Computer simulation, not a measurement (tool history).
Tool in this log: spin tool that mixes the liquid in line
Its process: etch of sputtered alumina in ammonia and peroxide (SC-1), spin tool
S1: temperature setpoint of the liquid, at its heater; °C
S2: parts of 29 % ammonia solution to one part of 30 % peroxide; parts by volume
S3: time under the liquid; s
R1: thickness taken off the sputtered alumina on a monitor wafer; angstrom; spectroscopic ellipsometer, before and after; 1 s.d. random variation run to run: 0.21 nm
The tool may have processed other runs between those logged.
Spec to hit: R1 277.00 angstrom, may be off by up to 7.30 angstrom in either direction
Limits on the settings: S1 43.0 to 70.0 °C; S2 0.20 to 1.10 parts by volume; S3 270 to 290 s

run,hour,S1,S2,S3,R1
1,0.0,59.0,0.60,270,218.21
2,1.4,60.0,0.60,270,227.20
3,2.5,61.0,0.60,270,242.14
4,5.4,61.5,0.60,270,251.36
5,6.3,61.5,0.60,290,266.54
6,12.0,65.0,0.60,290,314.71
7,20.1,64.0,0.60,290,301.73
8,25.4,63.5,0.60,290,290.90

Which single option among these 5 for the next run brings every result within its allowed miss of target? Just one does.
A,30.7,63.5,0.60,275,?
B,30.7,64.5,0.75,270,?
C,30.7,62.0,0.75,270,?
D,30.7,62.5,0.75,270,?
E,30.7,65.0,0.55,280,?

move,R1
A,279.88
B,295.01
C,260.21
D,266.87
E,304.60
A: in spec on every target
B: its largest miss is bigger than the last run's
C: pushes the last run's worst result past its target
D: pushes the last run's worst result past its target
E: its largest miss is bigger than the last run's
A is the move that brings every result within its allowed miss.
